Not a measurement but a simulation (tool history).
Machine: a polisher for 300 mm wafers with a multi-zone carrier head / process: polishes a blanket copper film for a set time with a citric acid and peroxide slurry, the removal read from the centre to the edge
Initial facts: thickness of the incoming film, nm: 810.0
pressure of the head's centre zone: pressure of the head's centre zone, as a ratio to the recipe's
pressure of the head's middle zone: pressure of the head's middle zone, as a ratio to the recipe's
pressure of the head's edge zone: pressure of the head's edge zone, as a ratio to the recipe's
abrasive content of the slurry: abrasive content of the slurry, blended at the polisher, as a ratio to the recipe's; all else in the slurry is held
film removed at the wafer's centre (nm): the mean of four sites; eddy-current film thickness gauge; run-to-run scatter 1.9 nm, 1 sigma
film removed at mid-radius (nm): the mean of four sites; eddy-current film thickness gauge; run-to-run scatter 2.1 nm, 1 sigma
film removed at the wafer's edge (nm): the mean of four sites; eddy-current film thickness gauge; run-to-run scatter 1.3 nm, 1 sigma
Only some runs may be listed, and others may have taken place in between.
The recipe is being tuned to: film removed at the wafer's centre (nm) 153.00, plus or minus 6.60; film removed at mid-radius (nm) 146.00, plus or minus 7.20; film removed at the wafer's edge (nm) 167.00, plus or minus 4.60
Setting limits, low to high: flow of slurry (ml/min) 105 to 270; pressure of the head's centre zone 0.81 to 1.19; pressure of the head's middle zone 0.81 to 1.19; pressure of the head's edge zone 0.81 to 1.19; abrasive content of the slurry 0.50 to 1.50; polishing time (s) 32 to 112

run	hour	flow of slurry (ml/min)	pressure of the head's centre zone	pressure of the head's middle zone	pressure of the head's edge zone	abrasive content of the slurry	polishing time (s)	film removed at the wafer's centre (nm)	film removed at mid-radius (nm)	film removed at the wafer's edge (nm)
1	0.0	175	1.00	1.00	1.00	1.00	72	203.22	199.45	203.26
2	2.4	175	1.00	1.00	1.07	1.00	72	206.43	197.34	211.76
3	5.2	175	1.00	1.00	1.13	1.00	72	206.40	196.81	217.40
4	13.0	175	1.00	1.00	1.13	1.10	72	211.33	204.43	216.18
5	17.5	175	0.96	1.00	1.13	1.10	72	196.39	206.38	219.13
6	18.4	175	0.96	1.00	1.13	0.90	72	193.85	201.75	211.87
7	26.1	165	0.95	0.96	1.10	0.80	70	176.29	178.64	200.29
8	34.3	160	0.95	0.95	1.06	0.70	69	169.93	174.56	187.86

Of the 5 settings listed for the next run, only one would bring every result within its allowed miss of target. Which one?
A	42.5	130	1.03	0.81	1.16	0.90	67	?	?	?
B	42.5	190	0.93	0.83	1.18	0.65	54	?	?	?
C	42.5	230	0.97	0.91	1.14	0.50	60	?	?	?
D	42.5	105	0.93	0.98	1.03	0.90	59	?	?	?
E	42.5	145	0.98	0.81	1.11	0.85	59	?	?	?

move	film removed at the wafer's centre (nm)	film removed at mid-radius (nm)	film removed at the wafer's edge (nm)
A	182.91	150.20	194.10
B	134.90	123.91	156.34
C	154.72	144.33	167.08
D	138.94	144.44	156.17
E	154.96	133.51	167.74
A: further off than the last run
B: pushes the last run's worst result past its target
C: every result lands within tolerance
D: pushes the last run's worst result past its target
E: the worst result of the last run now meets its target, but another is out of spec
Go with C: it meets all targets.
